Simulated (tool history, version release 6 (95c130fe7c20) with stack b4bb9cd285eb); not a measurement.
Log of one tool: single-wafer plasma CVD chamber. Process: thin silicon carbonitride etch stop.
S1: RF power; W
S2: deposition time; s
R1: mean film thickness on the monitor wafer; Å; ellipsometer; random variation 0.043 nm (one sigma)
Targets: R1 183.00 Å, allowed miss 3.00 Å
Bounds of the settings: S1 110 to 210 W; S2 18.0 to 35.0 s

Run 1, hour 0.0: S1 160 W, S2 26.5 s. Result: R1 144.25 Å.
Run 2, hour 2.7: S1 170 W, S2 26.5 s. Result: R1 145.65 Å.
Run 3, hour 8.0: S1 175 W, S2 27.1 s. Result: R1 149.43 Å.
Run 4, hour 11.3: S1 175 W, S2 27.7 s. Result: R1 153.18 Å.
Run 5, hour 18.5: S1 175 W, S2 24.4 s. Result: R1 135.02 Å.
Run 6, hour 21.1: S1 175 W, S2 25.9 s. Result: R1 143.32 Å.
Run 7, hour 28.2: S1 175 W, S2 26.6 s. Result: R1 146.33 Å.
Run 8, hour 37.1: S1 200 W, S2 30.8 s. Result: R1 173.94 Å.
Run 9, hour 38.5: S1 200 W, S2 31.0 s. Result: R1 175.48 Å.
Run 10, hour 42.9: S1 200 W, S2 31.1 s. Result: R1 176.08 Å.
Run 11, hour 47.0: S1 200 W, S2 31.2 s. Result: R1 176.58 Å.
Run 12, hour 53.2: S1 200 W, S2 31.3 s. Result: R1 177.26 Å.

5 next moves are on the table. One of them brings every result within its allowed miss. Which?
Run A, hour 59.4: S1 205 W, S2 32.3 s. Result: R1 ?.
Run B, hour 59.4: S1 210 W, S2 31.0 s. Result: R1 ?.
Run C, hour 59.4: S1 205 W, S2 30.5 s. Result: R1 ?.
Run D, hour 59.4: S1 210 W, S2 30.4 s. Result: R1 ?.
Run E, hour 59.4: S1 210 W, S2 30.5 s. Result: R1 ?.

move      R1
   A  183.70
   B  177.15
   C  173.46
   D  173.72
   E  174.29
A: meets every target
B: as far off as the last run
C: further off than the last run
D: further off than the last run
E: further off than the last run
Answer: A
